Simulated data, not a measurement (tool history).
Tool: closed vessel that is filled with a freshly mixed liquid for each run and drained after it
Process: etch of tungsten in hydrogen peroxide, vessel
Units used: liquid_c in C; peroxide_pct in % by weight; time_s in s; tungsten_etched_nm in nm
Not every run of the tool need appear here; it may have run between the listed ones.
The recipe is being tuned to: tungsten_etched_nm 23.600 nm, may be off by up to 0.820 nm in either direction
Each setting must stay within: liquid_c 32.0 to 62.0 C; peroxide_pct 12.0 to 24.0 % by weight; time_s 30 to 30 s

run,hour,liquid_c,peroxide_pct,time_s,tungsten_etched_nm
1,0.0,46.0,16.0,30,47.287
2,7.0,51.5,16.0,30,64.158
3,12.9,51.5,16.0,30,66.095
4,17.1,51.5,19.0,30,71.509
5,25.1,51.5,19.0,30,72.121
6,27.0,46.5,19.0,30,51.707
7,28.8,43.0,19.0,30,41.782
8,29.5,40.5,19.0,30,35.635
9,31.6,38.5,19.0,30,31.702
10,36.5,37.0,19.0,30,28.279
11,37.9,36.0,19.0,30,26.406
12,40.7,35.5,19.0,30,25.919
13,47.3,35.0,19.0,30,25.283

Exactly one of the 5 candidate moves below puts every result within its allowed miss. Which one?
A,53.9,35.5,20.0,30,?
B,53.9,35.0,20.0,30,?
C,53.9,37.5,17.5,30,?
D,53.9,35.0,17.5,30,?
E,53.9,33.5,18.5,30,?

move,tungsten_etched_nm
A,26.194
B,25.330
C,27.991
D,23.694
E,22.014
A: moves away from the targets compared with the last run
B: no better and no worse than the last run
C: moves away from the targets compared with the last run
D: every result lands within tolerance
E: carries the result that was furthest off beyond its target, to the other side
The right move is D.
